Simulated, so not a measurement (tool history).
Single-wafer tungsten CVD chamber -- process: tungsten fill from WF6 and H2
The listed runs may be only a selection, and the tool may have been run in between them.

run	day	heater temperature setpoint (deg C)	chamber pressure (mTorr)	deposition time (s)	mean film thickness on the monitor wafer (Å)
1	0.000	385	46200	9.9	269.42
2	0.179	385	41300	9.9	246.21
3	0.308	392	41600	9.9	290.71
4	0.388	392	41600	9.4	276.02
5	0.575	400	41600	9.4	332.06
6	0.733	400	41600	9.9	343.47
7	0.979	402	41700	9.9	357.39

What will run 8 give?
8	1.112	404	41800	9.9	?

Run 8 gave mean film thickness on the monitor wafer (Å) 376.88.
